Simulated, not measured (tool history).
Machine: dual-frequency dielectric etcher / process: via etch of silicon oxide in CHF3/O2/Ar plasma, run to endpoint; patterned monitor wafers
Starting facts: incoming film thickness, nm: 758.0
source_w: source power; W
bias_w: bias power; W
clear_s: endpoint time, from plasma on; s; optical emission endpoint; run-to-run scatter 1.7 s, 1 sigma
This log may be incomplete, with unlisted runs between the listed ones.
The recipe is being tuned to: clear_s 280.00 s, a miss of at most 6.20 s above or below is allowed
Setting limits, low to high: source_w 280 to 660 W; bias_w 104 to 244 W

run 1 hour=0.0 | source_w=470 bias_w=174 | clear_s=353.64
run 2 hour=4.2 | source_w=520 bias_w=187 | clear_s=327.17
run 3 hour=10.8 | source_w=560 bias_w=192 | clear_s=311.37
run 4 hour=15.4 | source_w=480 bias_w=192 | clear_s=337.02
run 5 hour=22.2 | source_w=480 bias_w=174 | clear_s=341.22
run 6 hour=30.9 | source_w=480 bias_w=151 | clear_s=359.98
run 7 hour=34.2 | source_w=530 bias_w=165 | clear_s=332.09
run 8 hour=39.9 | source_w=570 bias_w=171 | clear_s=317.23
run 9 hour=47.7 | source_w=600 bias_w=177 | clear_s=307.81
-- hour=55.4 wet clean of the chamber
run 10 hour=55.4 | source_w=620 bias_w=184 | clear_s=291.29

Exercise: of the 4 proposed moves below, exactly one satisfies all targets within the stated allowed misses. Which move is it?
run A hour=63.1 | source_w=630 bias_w=203 | clear_s=?
run B hour=63.1 | source_w=580 bias_w=193 | clear_s=?
run C hour=63.1 | source_w=610 bias_w=179 | clear_s=?
run D hour=63.1 | source_w=630 bias_w=154 | clear_s=?

move=A clear_s=282.78
move=B clear_s=298.73
move=C clear_s=297.83
move=D clear_s=305.61
A: all results land within tolerance of their targets
B: further off than the last run
C: further off than the last run
D: further off than the last run
A is the move that brings every result within its allowed miss.
